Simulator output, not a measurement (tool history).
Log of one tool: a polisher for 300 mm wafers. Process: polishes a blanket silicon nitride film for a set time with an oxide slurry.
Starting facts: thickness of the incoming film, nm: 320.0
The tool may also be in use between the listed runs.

run,hour,flow of slurry (ml/min),pressure of the wafer on the pad (kPa),speed of the pad under the wafer (m/s),abrasive content of the slurry,polishing time (s),film removed (angstrom)
1,0.0,230,16.5,1.06,1.0,34,142.40
2,4.8,280,16.5,1.06,1.0,34,142.47
3,11.1,280,16.5,0.88,1.0,34,122.74
4,15.3,280,16.5,0.88,0.9,34,117.93
5,23.8,280,18.6,0.90,0.9,34,129.24
6,25.9,280,20.0,0.96,0.9,34,149.18
7,35.0,280,21.4,0.98,0.9,34,155.85
8,36.0,280,21.4,0.98,0.9,34,156.17
9,39.2,280,22.1,1.00,0.9,34,163.14
10,42.7,280,22.8,1.02,0.9,34,174.05

What will run 11 give?
11,49.4,280,23.4,1.02,0.9,34,?

{"run 11": {"film removed (angstrom)": 173.58}}
